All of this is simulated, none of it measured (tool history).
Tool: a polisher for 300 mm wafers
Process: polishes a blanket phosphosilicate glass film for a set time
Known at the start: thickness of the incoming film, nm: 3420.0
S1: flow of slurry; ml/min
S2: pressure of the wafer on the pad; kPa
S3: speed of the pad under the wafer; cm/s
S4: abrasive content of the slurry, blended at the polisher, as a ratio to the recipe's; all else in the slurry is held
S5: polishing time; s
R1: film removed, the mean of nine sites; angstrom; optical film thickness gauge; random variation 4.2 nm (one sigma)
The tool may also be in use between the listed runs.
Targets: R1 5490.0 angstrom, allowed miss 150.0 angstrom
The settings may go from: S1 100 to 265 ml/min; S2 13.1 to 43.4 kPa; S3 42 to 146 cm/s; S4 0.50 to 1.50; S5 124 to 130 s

run	hour	S1	S2	S3	S4	S5	R1
1	0.0	170	28.3	94	1.00	124	11353.0
2	7.9	170	28.3	94	1.15	124	12386.0
3	14.3	165	23.4	86	1.15	124	9617.1
4	19.7	160	20.0	80	1.15	124	7761.8
5	21.9	150	17.9	78	1.15	124	6685.3
6	30.3	135	17.2	78	1.15	124	6344.2
7	34.7	125	16.5	78	1.15	124	6142.8
8	38.6	120	15.9	78	1.15	124	5846.0
9	43.9	115	15.9	78	1.15	124	5804.6
10	49.1	110	15.9	78	1.15	124	5752.5

Which of these 5 next moves meets every target?
A	54.3	125	18.6	68	1.15	130	?
B	54.3	145	13.8	104	1.00	126	?
C	54.3	115	13.1	92	0.95	126	?
D	54.3	100	22.1	50	1.30	127	?
E	54.3	145	15.9	58	1.40	130	?

move	R1
A	6411.6
B	6193.6
C	5039.7
D	5942.1
E	5410.8
A: further off than the last run
B: further off than the last run
C: takes the result that was furthest off past its target
D: further off than the last run
E: meets every target
Answer: E
